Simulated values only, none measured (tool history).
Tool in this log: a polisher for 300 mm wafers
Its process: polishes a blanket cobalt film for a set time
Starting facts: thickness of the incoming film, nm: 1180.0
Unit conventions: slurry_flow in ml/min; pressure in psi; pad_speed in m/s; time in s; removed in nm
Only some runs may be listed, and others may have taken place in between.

{"run": 1, "hour": 0.0, "slurry_flow": 140, "pressure": 2.5, "pad_speed": 0.84, "time": 60, "removed": 332.09}
{"run": 2, "hour": 1.3, "slurry_flow": 135, "pressure": 2.3, "pad_speed": 0.84, "time": 60, "removed": 317.0}
{"run": 3, "hour": 5.8, "slurry_flow": 135, "pressure": 2.3, "pad_speed": 0.84, "time": 63, "removed": 331.04}
{"run": 4, "hour": 11.0, "slurry_flow": 135, "pressure": 2.1, "pad_speed": 0.84, "time": 63, "removed": 310.71}
{"run": 5, "hour": 17.3, "slurry_flow": 135, "pressure": 1.9, "pad_speed": 0.84, "time": 63, "removed": 289.94}
{"run": 6, "hour": 23.5, "slurry_flow": 135, "pressure": 2.3, "pad_speed": 0.84, "time": 63, "removed": 333.94}
{"run": 7, "hour": 30.8, "slurry_flow": 135, "pressure": 2.0, "pad_speed": 0.84, "time": 63, "removed": 301.69}
{"run": 8, "hour": 32.8, "slurry_flow": 135, "pressure": 1.8, "pad_speed": 0.84, "time": 63, "removed": 279.25}
{"run": 9, "hour": 36.8, "slurry_flow": 135, "pressure": 1.7, "pad_speed": 0.84, "time": 63, "removed": 272.25}
{"run": 10, "hour": 42.7, "slurry_flow": 130, "pressure": 1.6, "pad_speed": 0.84, "time": 63, "removed": 259.78}
{"run": 11, "hour": 45.1, "slurry_flow": 125, "pressure": 1.6, "pad_speed": 0.84, "time": 63, "removed": 258.44}
{"run": 12, "hour": 47.8, "slurry_flow": 120, "pressure": 1.6, "pad_speed": 0.84, "time": 63, "removed": 251.51}

What will run 13 give?
{"run": 13, "hour": 50.0, "slurry_flow": 115, "pressure": 1.6, "pad_speed": 0.84, "time": 63, "removed": "?"}

Logged for run 13: removed 254.10 nm.
